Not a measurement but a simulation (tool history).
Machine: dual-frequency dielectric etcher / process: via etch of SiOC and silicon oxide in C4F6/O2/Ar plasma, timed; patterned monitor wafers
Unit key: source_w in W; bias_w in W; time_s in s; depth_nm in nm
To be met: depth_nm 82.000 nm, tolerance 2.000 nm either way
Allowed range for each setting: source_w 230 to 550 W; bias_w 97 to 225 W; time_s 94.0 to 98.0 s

run  hour  source_w  bias_w  time_s  depth_nm
  1   0.0       390     161    94.0   101.840
  2   3.0       330     161    94.0    95.768
  3   8.1       390     161    94.0   101.950
  4  10.1       370     156    94.0    98.463
  5  14.7       350     152    94.0    95.504
  6  21.9       310     152    94.0    91.074
  7  24.7       300     150    94.0    89.478
  8  26.6       290     149    94.0    88.279

4 next moves are on the table. One of them brings every result within its allowed miss. Which?
  A  28.5       270     192    97.5         ?
  B  28.5       230     182    94.0         ?
  C  28.5       230     151    95.0         ?
  D  28.5       280     146    94.0         ?

move  depth_nm
   A    98.074
   B    86.971
   C    81.268
   D    85.594
A: further off than the last run
B: closes in on the targets versus the last run, not all within tolerance yet
C: every result within its allowed miss
D: closes in on the targets versus the last run, not all within tolerance yet
C meets every target.
